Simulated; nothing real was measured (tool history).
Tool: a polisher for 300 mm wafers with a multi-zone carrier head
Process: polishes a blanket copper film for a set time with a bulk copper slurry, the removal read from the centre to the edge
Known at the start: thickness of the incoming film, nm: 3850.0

run    day  flow of slurry (ml/min)  pressure of the head's centre zone  pressure of the head's middle zone  pressure of the head's edge zone  abrasive content of the slurry  polishing time (s)  film removed at the wafer's centre (Å)  film removed at mid-radius (Å)  film removed at the wafer's edge (Å)
  1  0.000                      225                                1.00                                1.00                              1.00                            1.00                  43                                  5286.2                          5469.3                                5267.3
  2  0.117                      225                                1.00                                0.99                              0.98                            0.95                  42                                  5110.5                          5016.1                                5108.2
  3  0.312                      225                                1.01                                1.01                              0.96                            0.90                  41                                  4858.3                          4994.6                                4862.6
  4  0.450                      225                                1.03                                1.01                              0.94                            0.85                  40                                  4794.8                          4657.9                                4616.5
  5  0.625                      225                                1.03                                1.01                              0.94                            0.65                  40                                  4557.8                          4631.9                                4355.9
  6  0.775                      225                                1.03                                1.01                              1.01                            0.65                  40                                  4460.9                          4453.1                                4517.6
  7  0.988                      220                                1.03                                1.00                              0.99                            0.65                  40                                  4505.6                          4507.5                                4430.3
  8  1.162                      215                                1.03                                0.99                              0.98                            0.65                  40                                  4475.3                          4439.6                                4404.2
  9  1.500                      210                                1.03                                0.98                              0.97                            0.65                  40                                  4505.4                          4361.1                                4323.4
 10  1.800                      205                                1.02                                0.97                              0.96                            0.65                  40                                  4438.2                          4293.7                                4300.1
 11  2.050                      200                                1.02                                0.97                              0.95                            0.65                  40                                  4322.3                          4265.7                                4281.6

Run 12 comes next. What will it give?
 12  2.271                      195                                1.03                                0.97                              0.93                            0.65                  40                                       ?                               ?                                     ?

{"run 12": {"film removed at the wafer's centre (Å)": 4376.9, "film removed at mid-radius (Å)": 4300.6, "film removed at the wafer's edge (Å)": 4268.1}}
